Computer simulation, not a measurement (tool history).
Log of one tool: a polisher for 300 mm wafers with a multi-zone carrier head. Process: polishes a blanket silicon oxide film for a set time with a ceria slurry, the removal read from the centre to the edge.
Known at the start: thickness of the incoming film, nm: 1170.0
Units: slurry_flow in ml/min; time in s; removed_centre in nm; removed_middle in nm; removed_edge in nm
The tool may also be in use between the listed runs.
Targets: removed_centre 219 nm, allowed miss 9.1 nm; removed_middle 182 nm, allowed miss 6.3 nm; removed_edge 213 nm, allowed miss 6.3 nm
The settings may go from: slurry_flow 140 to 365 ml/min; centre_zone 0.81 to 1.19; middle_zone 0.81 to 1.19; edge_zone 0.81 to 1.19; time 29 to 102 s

run 1 hour=0 | slurry_flow=235 centre_zone=1 middle_zone=1 edge_zone=1 time=65 | removed_centre=185.47 removed_middle=174.66 removed_edge=177.89
run 2 hour=5.6 | slurry_flow=235 centre_zone=1 middle_zone=1.08 edge_zone=1 time=65 | removed_centre=188.41 removed_middle=193.04 removed_edge=177.25
run 3 hour=12.1 | slurry_flow=235 centre_zone=1 middle_zone=1.08 edge_zone=0.95 time=65 | removed_centre=187.25 removed_middle=192.78 removed_edge=173.4
run 4 hour=20.8 | slurry_flow=235 centre_zone=1 middle_zone=1.04 edge_zone=0.95 time=65 | removed_centre=181.7 removed_middle=182.21 removed_edge=173.11
run 5 hour=25 | slurry_flow=235 centre_zone=1 middle_zone=0.98 edge_zone=0.95 time=65 | removed_centre=188.35 removed_middle=175.04 removed_edge=175.25
run 6 hour=30.6 | slurry_flow=235 centre_zone=1.07 middle_zone=0.98 edge_zone=0.95 time=65 | removed_centre=193.03 removed_middle=177.67 removed_edge=174.92
run 7 hour=35.4 | slurry_flow=245 centre_zone=1.07 middle_zone=0.96 edge_zone=1 time=67 | removed_centre=199.59 removed_middle=178.55 removed_edge=186.96
run 8 hour=42 | slurry_flow=245 centre_zone=1.07 middle_zone=0.96 edge_zone=1 time=67 | removed_centre=197.85 removed_middle=179.38 removed_edge=185.43
run 9 hour=43.6 | slurry_flow=250 centre_zone=1.09 middle_zone=0.94 edge_zone=1.03 time=68 | removed_centre=207.44 removed_middle=181.32 removed_edge=191.07
run 10 hour=46.8 | slurry_flow=255 centre_zone=1.09 middle_zone=0.93 edge_zone=1.06 time=69 | removed_centre=212.59 removed_middle=180.06 removed_edge=196.36
run 11 hour=52.4 | slurry_flow=255 centre_zone=1.08 middle_zone=0.93 edge_zone=1.08 time=70 | removed_centre=212.5 removed_middle=180.48 removed_edge=199
run 12 hour=59.2 | slurry_flow=260 centre_zone=1.07 middle_zone=0.93 edge_zone=1.1 time=71 | removed_centre=212.99 removed_middle=186.86 removed_edge=208.54

Which of these 5 next moves meets every target?
run A hour=66 | slurry_flow=205 centre_zone=1.03 middle_zone=0.85 edge_zone=1.05 time=77 | removed_centre=? removed_middle=? removed_edge=?
run B hour=66 | slurry_flow=230 centre_zone=0.95 middle_zone=0.97 edge_zone=1.16 time=73 | removed_centre=? removed_middle=? removed_edge=?
run C hour=66 | slurry_flow=245 centre_zone=1.12 middle_zone=0.97 edge_zone=1.11 time=72 | removed_centre=? removed_middle=? removed_edge=?
run D hour=66 | slurry_flow=255 centre_zone=0.96 middle_zone=0.96 edge_zone=1.19 time=71 | removed_centre=? removed_middle=? removed_edge=?
run E hour=66 | slurry_flow=290 centre_zone=1.06 middle_zone=0.93 edge_zone=0.97 time=72 | removed_centre=? removed_middle=? removed_edge=?

move=A removed_centre=220.15 removed_middle=184.34 removed_edge=214.97
move=B removed_centre=200.2 removed_middle=197.43 removed_edge=215.97
move=C removed_centre=223.18 removed_middle=195.85 removed_edge=209.24
move=D removed_centre=198.33 removed_middle=192.29 removed_edge=214.54
move=E removed_centre=218.29 removed_middle=192.13 removed_edge=198.26
A: meets every target
B: further off than the last run
C: further off than the last run
D: further off than the last run
E: further off than the last run
Move A is the one to make.

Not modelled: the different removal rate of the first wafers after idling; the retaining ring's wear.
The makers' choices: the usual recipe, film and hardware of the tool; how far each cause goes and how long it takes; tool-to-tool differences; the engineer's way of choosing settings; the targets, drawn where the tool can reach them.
